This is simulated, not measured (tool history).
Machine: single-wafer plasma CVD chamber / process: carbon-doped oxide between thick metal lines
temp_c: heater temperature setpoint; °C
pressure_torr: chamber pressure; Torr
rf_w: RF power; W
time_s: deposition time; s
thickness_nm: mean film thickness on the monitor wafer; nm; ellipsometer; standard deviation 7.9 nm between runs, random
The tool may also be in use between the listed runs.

run	hour	temp_c	pressure_torr	rf_w	time_s	thickness_nm
1	0	360	5.99	515	290	1430.2
2	2	360	5.3	515	290	1429
3	3.8	358	5.35	545	291	1486.8
4	11.1	357	5.42	565	292	1528.8
# hour 18.4: RF generator calibrated
5	18.4	357	4.6	565	292	1550.7
6	27.4	356	4.52	575	292	1574

Expected results for the next run?
7	30.2	354	4.44	585	292	?

{"run 7": {"thickness_nm": 1590}}

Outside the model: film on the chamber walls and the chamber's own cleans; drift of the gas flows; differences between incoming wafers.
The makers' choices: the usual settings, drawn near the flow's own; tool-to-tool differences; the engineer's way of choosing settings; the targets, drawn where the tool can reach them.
